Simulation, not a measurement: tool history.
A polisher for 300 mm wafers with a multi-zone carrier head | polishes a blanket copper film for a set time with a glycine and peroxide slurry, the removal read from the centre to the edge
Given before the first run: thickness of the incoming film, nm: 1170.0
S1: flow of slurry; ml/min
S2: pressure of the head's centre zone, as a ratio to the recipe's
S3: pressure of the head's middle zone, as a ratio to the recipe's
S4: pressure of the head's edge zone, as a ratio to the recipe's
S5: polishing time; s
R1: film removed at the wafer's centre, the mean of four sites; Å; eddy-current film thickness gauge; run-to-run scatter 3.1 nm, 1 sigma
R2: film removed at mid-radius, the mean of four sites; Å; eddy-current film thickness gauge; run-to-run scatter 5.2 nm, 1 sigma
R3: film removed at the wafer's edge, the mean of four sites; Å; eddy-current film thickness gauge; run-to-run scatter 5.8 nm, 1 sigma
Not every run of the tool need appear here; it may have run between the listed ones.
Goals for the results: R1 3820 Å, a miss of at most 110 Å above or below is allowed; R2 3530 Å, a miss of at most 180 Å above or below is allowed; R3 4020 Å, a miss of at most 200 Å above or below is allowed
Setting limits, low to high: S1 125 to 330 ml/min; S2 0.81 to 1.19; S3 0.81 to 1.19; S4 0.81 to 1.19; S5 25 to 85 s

run,hour,S1,S2,S3,S4,S5,R1,R2,R3
1,0,210,1,1,1,55,3207.4,3223.3,3317.9
2,8.4,215,1.01,1,1.03,56,3300.2,3219.8,3488.4
3,12.9,240,1.01,1,1.03,56,3433.3,3291.5,3460.7
4,15.9,245,1.01,1,1.05,57,3427,3449.5,3570.5
5,22.3,245,1.02,0.99,1.07,57,3523.3,3448.9,3676.8
6,28.5,245,1.02,1.02,1.07,57,3504.2,3465,3656.5
7,34.2,250,1.03,1.01,1.09,57,3546.7,3473.2,3605.3
8,40.1,250,1.03,0.99,1.1,58,3559.2,3438.9,3710.6
9,47.6,255,1.03,0.98,1.11,59,3608.2,3526.5,3758.5

Which single option among these 5 for the next run brings every result within its allowed miss of target? Just one does.
A,55.1,135,0.89,0.85,1.19,71,?,?,?
B,55.1,245,1.01,0.94,1.11,62,?,?,?
C,55.1,295,1.17,1.04,1,55,?,?,?
D,55.1,330,1.12,1.09,0.89,54,?,?,?
E,55.1,285,1.08,1.04,1.07,54,?,?,?

move,R1,R2,R3
A,3327.6,3399.8,4336.9
B,3736,3600.1,4013.7
C,3937.5,3549.9,3508.8
D,3745.4,3668.6,3367.4
E,3552.3,3474.2,3500.8
A: moves away from the targets compared with the last run
B: every result lands within tolerance
C: moves the result that the last run missed by most past its target, out the other side
D: meets the target for the result that was furthest off, but another lies outside its allowed miss
E: moves away from the targets compared with the last run
So the answer is move B, the one that meets all the targets.

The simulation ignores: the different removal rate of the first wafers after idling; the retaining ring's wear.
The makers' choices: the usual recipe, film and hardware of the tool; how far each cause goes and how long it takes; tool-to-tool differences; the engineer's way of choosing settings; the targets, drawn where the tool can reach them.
